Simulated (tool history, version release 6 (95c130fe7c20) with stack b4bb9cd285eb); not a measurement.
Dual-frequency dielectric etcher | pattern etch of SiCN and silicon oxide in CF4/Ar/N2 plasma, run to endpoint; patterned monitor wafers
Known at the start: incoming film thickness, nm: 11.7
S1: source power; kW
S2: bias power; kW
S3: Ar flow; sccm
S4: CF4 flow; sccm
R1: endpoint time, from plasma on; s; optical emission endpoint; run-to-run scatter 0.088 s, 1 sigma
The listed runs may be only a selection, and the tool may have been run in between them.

run 1 hour=0.0 | S1=0.410 S2=0.058 S3=91 S4=59 | R1=15.362
run 2 hour=4.6 | S1=0.410 S2=0.054 S3=91 S4=59 | R1=15.646
run 3 hour=13.4 | S1=0.410 S2=0.047 S3=91 S4=59 | R1=16.070
run 4 hour=20.7 | S1=0.410 S2=0.042 S3=91 S4=59 | R1=16.568
run 5 hour=23.3 | S1=0.470 S2=0.042 S3=91 S4=59 | R1=14.801
run 6 hour=29.8 | S1=0.440 S2=0.042 S3=91 S4=59 | R1=15.627
run 7 hour=37.0 | S1=0.420 S2=0.042 S3=91 S4=59 | R1=16.409
run 8 hour=41.1 | S1=0.410 S2=0.042 S3=91 S4=59 | R1=16.590
run 9 hour=49.5 | S1=0.410 S2=0.042 S3=91 S4=59 | R1=16.630
run 10 hour=58.5 | S1=0.330 S2=0.041 S3=91 S4=59 | R1=19.730

For run 11, what comes out?
run 11 hour=62.8 | S1=0.330 S2=0.041 S3=91 S4=59 | R1=?

{"run 11": {"R1": 19.75}}
